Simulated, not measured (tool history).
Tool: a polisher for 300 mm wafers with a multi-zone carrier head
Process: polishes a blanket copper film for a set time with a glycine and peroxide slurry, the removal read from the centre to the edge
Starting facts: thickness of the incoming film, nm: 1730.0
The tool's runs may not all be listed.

run  hour  flow of slurry (ml/min)  pressure of the head's centre zone  pressure of the head's middle zone  pressure of the head's edge zone  polishing time (s)  film removed at the wafer's centre (angstrom)  film removed at mid-radius (angstrom)  film removed at the wafer's edge (angstrom)
  1     0                      265                                   1                                   1                                 1                  86                                         3795.6                                 3740.4                                       3946.6
  2   7.3                      275                                1.06                                1.01                              1.01                  93                                           4454                                 4018.9                                       4276.1
  3    10                      275                                1.06                                0.96                              1.01                  93                                         4424.2                                 3828.8                                       4251.2
  4    18                      275                                1.06                                0.96                              1.01                 111                                           5208                                 4648.7                                       5076.8
  5  25.7                      275                                1.06                                0.96                              1.07                 111                                         5325.4                                 4759.5                                       5289.4
     26.4  -- edge zone pressure recalibrated
  6  26.4                      275                                1.06                                1.03                              1.07                 111                                         5237.2                                 5007.1                                       5160.6
  7  31.9                      285                                 1.1                                1.03                              1.06                 111                                         5558.5                                   4910                                       5088.4
  8  36.9                      290                                1.12                                1.03                              1.06                 111                                         5641.6                                 4957.6                                       5029.8

Run 9, settings as shown, results not yet in. Your forecast:
  9  39.7                      290                                1.13                                1.02                              1.06                 111                                              ?                                      ?                                            ?

Run 9 yielded film removed at the wafer's centre (angstrom) 5642.3, film removed at mid-radius (angstrom) 4893, film removed at the wafer's edge (angstrom) 5156.2.
